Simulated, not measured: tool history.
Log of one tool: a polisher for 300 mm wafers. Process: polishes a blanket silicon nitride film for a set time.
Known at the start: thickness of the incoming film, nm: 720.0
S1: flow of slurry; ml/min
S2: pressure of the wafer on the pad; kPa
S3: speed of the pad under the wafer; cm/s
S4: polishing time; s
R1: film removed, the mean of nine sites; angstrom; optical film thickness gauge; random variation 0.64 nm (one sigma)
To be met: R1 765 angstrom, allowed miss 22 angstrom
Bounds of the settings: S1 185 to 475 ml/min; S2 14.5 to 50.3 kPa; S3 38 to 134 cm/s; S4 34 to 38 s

run 1 hour=0 | S1=305 S2=32.4 S3=86 S4=38 | R1=902.89
run 2 hour=1.9 | S1=305 S2=25.5 S3=86 S4=38 | R1=708.71
run 3 hour=5.3 | S1=355 S2=25.5 S3=86 S4=38 | R1=721.13
run 4 hour=13 | S1=355 S2=18.6 S3=86 S4=38 | R1=529.06
run 5 hour=15.8 | S1=355 S2=18.6 S3=68 S4=38 | R1=440.25
run 6 hour=23.5 | S1=355 S2=26.2 S3=68 S4=38 | R1=612.99
run 7 hour=24.2 | S1=360 S2=27.6 S3=68 S4=38 | R1=640.01
run 8 hour=31.5 | S1=360 S2=29 S3=68 S4=38 | R1=671.81
run 9 hour=32.5 | S1=360 S2=29.6 S3=68 S4=38 | R1=693.65
run 10 hour=41.2 | S1=360 S2=30.3 S3=68 S4=38 | R1=704.53
run 11 hour=47.6 | S1=360 S2=31 S3=68 S4=38 | R1=718.52
run 12 hour=49.2 | S1=360 S2=31.7 S3=68 S4=38 | R1=739.08

Which of these 4 next moves meets every target?
run A hour=50.8 | S1=440 S2=33.1 S3=72 S4=36 | R1=?
run B hour=50.8 | S1=400 S2=29.6 S3=70 S4=38 | R1=?
run C hour=50.8 | S1=400 S2=28.3 S3=76 S4=38 | R1=?
run D hour=50.8 | S1=460 S2=31.7 S3=64 S4=38 | R1=?

move=A R1=764.8
move=B R1=704.93
move=C R1=719
move=D R1=706.95
A: meets every target
B: further off than the last run
C: further off than the last run
D: further off than the last run
Move A is the one to make.

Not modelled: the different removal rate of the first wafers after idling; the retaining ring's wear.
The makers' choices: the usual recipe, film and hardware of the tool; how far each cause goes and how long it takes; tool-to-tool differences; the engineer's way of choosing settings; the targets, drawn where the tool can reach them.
